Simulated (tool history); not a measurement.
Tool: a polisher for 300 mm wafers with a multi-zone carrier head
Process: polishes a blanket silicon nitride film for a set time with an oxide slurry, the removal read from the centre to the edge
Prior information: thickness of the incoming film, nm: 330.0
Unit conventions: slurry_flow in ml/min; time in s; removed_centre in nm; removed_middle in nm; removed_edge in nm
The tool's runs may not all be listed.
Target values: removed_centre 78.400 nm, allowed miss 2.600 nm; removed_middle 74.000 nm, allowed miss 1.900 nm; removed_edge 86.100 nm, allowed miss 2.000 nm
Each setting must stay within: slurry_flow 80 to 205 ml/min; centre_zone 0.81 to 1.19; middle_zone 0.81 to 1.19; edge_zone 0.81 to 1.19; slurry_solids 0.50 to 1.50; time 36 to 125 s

run	hour	slurry_flow	centre_zone	middle_zone	edge_zone	slurry_solids	time	removed_centre	removed_middle	removed_edge
1	0.0	135	1.00	1.00	1.00	1.00	80	71.276	65.465	66.360
2	1.3	135	1.00	1.00	1.00	0.90	80	67.336	63.798	63.834
3	5.1	140	0.98	0.99	1.03	0.95	80	68.064	64.903	65.766
4	7.6	140	0.97	0.98	1.05	1.05	80	70.578	66.928	68.611
# hour 16.4: centre zone pressure recalibrated
5	16.4	140	0.95	0.96	1.07	1.10	80	65.573	66.532	71.653
6	21.6	140	0.95	1.00	1.07	1.10	80	64.656	69.537	71.098
7	29.4	145	0.95	0.98	1.09	1.15	80	66.297	68.757	73.449
8	35.7	150	0.96	0.98	1.10	1.20	80	67.395	69.417	75.170
9	42.6	185	1.05	0.96	1.19	1.40	80	81.694	75.073	85.094
10	50.6	185	1.04	0.96	1.19	1.40	80	81.042	75.032	84.718

Which one of the following 5 next-run settings gets every result inside its allowed miss? There is exactly one.
A	58.6	195	1.03	0.93	1.17	1.45	85	?	?	?
B	58.6	190	0.98	0.98	1.19	1.50	80	?	?	?
C	58.6	200	1.06	0.96	1.17	1.35	79	?	?	?
D	58.6	165	0.86	0.92	1.19	1.50	85	?	?	?
E	58.6	185	0.98	0.91	1.18	1.45	81	?	?	?

move	removed_centre	removed_middle	removed_edge
A	87.821	79.767	90.251
B	79.106	78.961	86.278
C	82.535	74.729	82.233
D	71.686	77.723	90.132
E	78.849	74.048	85.879
A: its largest miss is bigger than the last run's
B: the worst result of the last run now meets its target, but another is out of spec
C: its largest miss is bigger than the last run's
D: takes the result that was furthest off past its target
E: each result inside its tolerance
E meets every target.

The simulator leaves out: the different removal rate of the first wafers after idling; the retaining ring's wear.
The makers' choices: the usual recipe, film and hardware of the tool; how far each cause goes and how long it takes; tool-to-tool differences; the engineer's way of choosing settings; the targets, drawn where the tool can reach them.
